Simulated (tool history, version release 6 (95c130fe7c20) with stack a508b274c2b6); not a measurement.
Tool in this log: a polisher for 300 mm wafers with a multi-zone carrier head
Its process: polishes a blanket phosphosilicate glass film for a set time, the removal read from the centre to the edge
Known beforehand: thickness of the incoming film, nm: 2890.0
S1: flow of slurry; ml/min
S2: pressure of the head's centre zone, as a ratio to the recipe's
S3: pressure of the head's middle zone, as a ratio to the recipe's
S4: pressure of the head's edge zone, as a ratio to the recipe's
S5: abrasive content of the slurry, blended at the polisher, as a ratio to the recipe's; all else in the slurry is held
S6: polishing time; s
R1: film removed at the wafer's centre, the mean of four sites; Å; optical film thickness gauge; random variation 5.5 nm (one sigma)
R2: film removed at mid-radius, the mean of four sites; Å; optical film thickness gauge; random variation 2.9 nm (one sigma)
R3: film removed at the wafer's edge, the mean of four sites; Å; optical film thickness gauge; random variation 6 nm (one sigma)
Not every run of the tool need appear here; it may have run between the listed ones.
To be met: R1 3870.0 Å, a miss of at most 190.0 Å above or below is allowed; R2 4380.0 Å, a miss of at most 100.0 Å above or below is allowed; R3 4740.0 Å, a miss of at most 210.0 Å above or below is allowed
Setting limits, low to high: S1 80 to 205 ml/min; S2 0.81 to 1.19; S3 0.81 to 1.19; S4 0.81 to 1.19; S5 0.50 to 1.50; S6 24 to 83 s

run 1 hour=0.0 | S1=135 S2=1.00 S3=1.00 S4=1.00 S5=1.00 S6=53 | R1=3446.9 R2=3352.1 R3=3423.6
run 2 hour=8.5 | S1=140 S2=0.98 S3=1.01 S4=1.04 S5=1.10 S6=53 | R1=3479.7 R2=3532.8 R3=3639.3
run 3 hour=14.2 | S1=120 S2=0.98 S3=1.01 S4=1.04 S5=1.10 S6=53 | R1=3281.0 R2=3380.1 R3=3492.9
run 4 hour=20.0 | S1=135 S2=0.97 S3=1.01 S4=1.07 S5=1.15 S6=53 | R1=3440.6 R2=3477.0 R3=3683.6
run 5 hour=23.2 | S1=135 S2=0.97 S3=1.01 S4=1.07 S5=1.15 S6=47 | R1=2993.9 R2=3118.2 R3=3223.9
run 6 hour=25.7 | S1=140 S2=0.96 S3=1.02 S4=1.09 S5=1.20 S6=49 | R1=3222.7 R2=3342.8 R3=3499.1
run 7 hour=33.9 | S1=145 S2=0.94 S3=1.03 S4=1.11 S5=1.25 S6=50 | R1=3266.0 R2=3556.8 R3=3646.2
run 8 hour=39.5 | S1=150 S2=0.93 S3=1.02 S4=1.13 S5=1.30 S6=51 | R1=3346.8 R2=3678.5 R3=3752.8
run 9 hour=43.2 | S1=140 S2=0.93 S3=1.02 S4=1.14 S5=1.35 S6=53 | R1=3546.8 R2=3751.5 R3=4024.6
run 10 hour=50.1 | S1=140 S2=0.92 S3=1.02 S4=1.15 S5=1.40 S6=54 | R1=3508.5 R2=3928.3 R3=4108.1
run 11 hour=58.3 | S1=140 S2=0.91 S3=1.01 S4=1.16 S5=1.40 S6=55 | R1=3599.2 R2=3904.8 R3=4306.7
run 12 hour=66.6 | S1=145 S2=0.90 S3=1.01 S4=1.17 S5=1.40 S6=55 | R1=3627.8 R2=3895.3 R3=4304.3
run 13 hour=71.8 | S1=150 S2=0.89 S3=1.01 S4=1.17 S5=1.40 S6=55 | R1=3585.6 R2=3995.9 R3=4267.6
run 14 hour=73.7 | S1=160 S2=0.86 S3=0.98 S4=1.19 S5=1.50 S6=58 | R1=3709.3 R2=4168.2 R3=4777.1
run 15 hour=80.7 | S1=165 S2=0.86 S3=0.98 S4=1.19 S5=1.50 S6=58 | R1=3804.8 R2=4263.6 R3=4692.2

Which of these 4 next moves meets every target?
run A hour=87.7 | S1=155 S2=0.89 S3=1.02 S4=1.19 S5=1.30 S6=61 | R1=? R2=? R3=?
run B hour=87.7 | S1=180 S2=0.85 S3=0.99 S4=1.19 S5=1.45 S6=56 | R1=? R2=? R3=?
run C hour=87.7 | S1=175 S2=0.87 S3=1.02 S4=1.18 S5=1.50 S6=55 | R1=? R2=? R3=?
run D hour=87.7 | S1=190 S2=0.93 S3=1.07 S4=1.07 S5=1.40 S6=57 | R1=? R2=? R3=?

move=A R1=3984.3 R2=4426.4 R3=4756.4
move=B R1=3719.6 R2=4208.1 R3=4604.3
move=C R1=3757.8 R2=4260.1 R3=4529.3
move=D R1=4145.7 R2=4566.6 R3=4416.4
A: all results land within tolerance of their targets
B: further off than the last run
C: just as far off the targets as the last run
D: pushes the last run's worst result past its target
So the answer is move A, the one that meets all the targets.
